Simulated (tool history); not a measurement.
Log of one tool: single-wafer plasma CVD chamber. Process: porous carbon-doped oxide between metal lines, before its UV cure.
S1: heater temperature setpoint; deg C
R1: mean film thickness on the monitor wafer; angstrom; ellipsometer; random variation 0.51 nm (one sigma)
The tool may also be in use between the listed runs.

run 1 hour=0.0 | S1=310 RF_power_(kW)=0.400 deposition_time_(s)=31.0 | R1=1300.4
run 2 hour=8.9 | S1=300 RF_power_(kW)=0.400 deposition_time_(s)=31.0 | R1=1366.1
run 3 hour=13.9 | S1=307 RF_power_(kW)=0.380 deposition_time_(s)=30.9 | R1=1266.5
run 4 hour=22.9 | S1=313 RF_power_(kW)=0.370 deposition_time_(s)=30.8 | R1=1209.6
run 5 hour=28.7 | S1=313 RF_power_(kW)=0.370 deposition_time_(s)=31.0 | R1=1227.5
run 6 hour=29.5 | S1=313 RF_power_(kW)=0.335 deposition_time_(s)=31.0 | R1=1161.3

The next listed run, before its measurement:
run 7 hour=33.1 | S1=317 RF_power_(kW)=0.330 deposition_time_(s)=31.0 | R1=?

R1: 1133.7 angstrom
